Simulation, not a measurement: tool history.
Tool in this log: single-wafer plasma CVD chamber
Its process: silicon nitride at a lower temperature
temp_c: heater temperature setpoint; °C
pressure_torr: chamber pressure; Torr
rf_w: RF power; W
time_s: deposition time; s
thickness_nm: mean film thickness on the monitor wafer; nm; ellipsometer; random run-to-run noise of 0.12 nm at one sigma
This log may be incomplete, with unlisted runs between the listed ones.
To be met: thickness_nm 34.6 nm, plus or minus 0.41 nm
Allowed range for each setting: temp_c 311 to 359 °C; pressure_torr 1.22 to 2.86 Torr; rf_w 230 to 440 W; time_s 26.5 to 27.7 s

Run 1, hour 0: temp_c 335 °C, pressure_torr 2.04 Torr, rf_w 335 W, time_s 27.7 s. Result: thickness_nm 40.403 nm.
Run 2, hour 6.2: temp_c 335 °C, pressure_torr 1.93 Torr, rf_w 330 W, time_s 27.7 s. Result: thickness_nm 39.509 nm.
Run 3, hour 13.9: temp_c 335 °C, pressure_torr 1.83 Torr, rf_w 325 W, time_s 27.7 s. Result: thickness_nm 38.424 nm.
Run 4, hour 16.7: temp_c 324 °C, pressure_torr 1.83 Torr, rf_w 325 W, time_s 27.7 s. Result: thickness_nm 38.507 nm.
Run 5, hour 21.5: temp_c 324 °C, pressure_torr 1.75 Torr, rf_w 325 W, time_s 27.7 s. Result: thickness_nm 38.195 nm.
Run 6, hour 24.1: temp_c 324 °C, pressure_torr 1.55 Torr, rf_w 325 W, time_s 27.7 s. Result: thickness_nm 36.704 nm.
Run 7, hour 28.2: temp_c 324 °C, pressure_torr 1.5 Torr, rf_w 325 W, time_s 27.7 s. Result: thickness_nm 36.325 nm.
Run 8, hour 34: temp_c 324 °C, pressure_torr 1.46 Torr, rf_w 325 W, time_s 27.7 s. Result: thickness_nm 36.067 nm.
Run 9, hour 42.2: temp_c 324 °C, pressure_torr 1.43 Torr, rf_w 325 W, time_s 27.7 s. Result: thickness_nm 35.93 nm.
Run 10, hour 45.7: temp_c 324 °C, pressure_torr 1.4 Torr, rf_w 325 W, time_s 27.7 s. Result: thickness_nm 35.446 nm.
Run 11, hour 46.6: temp_c 324 °C, pressure_torr 1.38 Torr, rf_w 325 W, time_s 27.7 s. Result: thickness_nm 35.362 nm.
Run 12, hour 51.5: temp_c 324 °C, pressure_torr 1.22 Torr, rf_w 325 W, time_s 27.7 s. Result: thickness_nm 34.158 nm.

Next run, 4 choices. One meets every target within its allowed miss, the rest don't. Which?
Run A, hour 56.4: temp_c 318 °C, pressure_torr 1.34 Torr, rf_w 345 W, time_s 26.5 s. Result: thickness_nm ?.
Run B, hour 56.4: temp_c 339 °C, pressure_torr 1.36 Torr, rf_w 295 W, time_s 27.7 s. Result: thickness_nm ?.
Run C, hour 56.4: temp_c 325 °C, pressure_torr 1.56 Torr, rf_w 295 W, time_s 26.6 s. Result: thickness_nm ?.
Run D, hour 56.4: temp_c 325 °C, pressure_torr 1.36 Torr, rf_w 305 W, time_s 27 s. Result: thickness_nm ?.

move  thickness_nm
   A        34.746
   B        33.195
   C         33.43
   D         33.12
A: every result lands within tolerance
B: lands further from the targets than the last run did
C: lands further from the targets than the last run did
D: lands further from the targets than the last run did
The move that meets every target is A.
